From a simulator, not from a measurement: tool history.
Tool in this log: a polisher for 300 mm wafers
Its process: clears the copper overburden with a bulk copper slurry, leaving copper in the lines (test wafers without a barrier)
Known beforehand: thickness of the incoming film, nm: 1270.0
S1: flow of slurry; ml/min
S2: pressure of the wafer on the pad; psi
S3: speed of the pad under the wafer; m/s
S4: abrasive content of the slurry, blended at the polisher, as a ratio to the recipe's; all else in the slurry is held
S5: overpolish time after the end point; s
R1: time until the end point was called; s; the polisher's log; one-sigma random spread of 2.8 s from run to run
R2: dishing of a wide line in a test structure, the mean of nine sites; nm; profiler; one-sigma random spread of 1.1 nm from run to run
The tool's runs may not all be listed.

Run 1, hour 0.0: S1 255 ml/min, S2 2.5 psi, S3 1.36 m/s, S4 1.00, S5 27 s. Result: R1 103.630 s, R2 108.520 nm.
Run 2, hour 4.7: S1 255 ml/min, S2 2.5 psi, S3 1.36 m/s, S4 0.90, S5 27 s. Result: R1 109.840 s, R2 106.520 nm.
Run 3, hour 6.6: S1 255 ml/min, S2 2.9 psi, S3 1.36 m/s, S4 0.90, S5 27 s. Result: R1 94.616 s, R2 113.710 nm.
Run 4, hour 9.9: S1 255 ml/min, S2 2.9 psi, S3 1.36 m/s, S4 0.75, S5 27 s. Result: R1 96.081 s, R2 112.040 nm.
Run 5, hour 16.8: S1 290 ml/min, S2 2.9 psi, S3 1.36 m/s, S4 0.75, S5 27 s. Result: R1 98.410 s, R2 112.980 nm.
Run 6, hour 20.9: S1 240 ml/min, S2 2.9 psi, S3 1.36 m/s, S4 0.75, S5 27 s. Result: R1 95.985 s, R2 112.640 nm.
Run 7, hour 23.1: S1 240 ml/min, S2 2.6 psi, S3 1.34 m/s, S4 0.75, S5 27 s. Result: R1 107.920 s, R2 106.090 nm.
Run 8, hour 25.4: S1 240 ml/min, S2 2.3 psi, S3 1.32 m/s, S4 0.75, S5 28 s. Result: R1 125.160 s, R2 99.382 nm.
Run 9, hour 33.6: S1 240 ml/min, S2 2.2 psi, S3 1.30 m/s, S4 0.75, S5 29 s. Result: R1 133.700 s, R2 96.282 nm.

Predict the results of run 10:
Run 10, hour 40.7: S1 240 ml/min, S2 2.1 psi, S3 1.28 m/s, S4 0.75, S5 30 s. Result: R1 ?, R2 ?.

Run 10 yielded R1 141.660 s, R2 97.544 nm.
